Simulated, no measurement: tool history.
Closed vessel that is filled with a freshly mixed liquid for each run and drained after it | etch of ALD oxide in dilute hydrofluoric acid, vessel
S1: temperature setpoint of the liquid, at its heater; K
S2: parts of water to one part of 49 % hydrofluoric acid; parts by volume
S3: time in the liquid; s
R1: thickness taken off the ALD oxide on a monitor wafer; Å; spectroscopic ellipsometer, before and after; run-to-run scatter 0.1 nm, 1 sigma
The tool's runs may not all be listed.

| run | hour | S1 | S2 | S3 | R1 |
|---|---|---|---|---|---|
| 1 | 0.0 | 296.15 | 250 | 290 | 151.14 |
| 2 | 1.3 | 296.15 | 170 | 290 | 241.28 |
| 3 | 7.3 | 294.65 | 170 | 290 | 228.00 |
| 4 | 12.0 | 294.65 | 170 | 290 | 233.29 |
| 5 | 20.0 | 293.65 | 215 | 290 | 166.21 |
| 6 | 25.9 | 292.15 | 215 | 290 | 155.15 |
| 7 | 33.8 | 291.65 | 235 | 290 | 138.46 |

What does the tool deliver on the next run?
| 8 | 36.0 | 291.15 | 250 | 290 | ? |

{"run 8": {"R1": 125.23}}
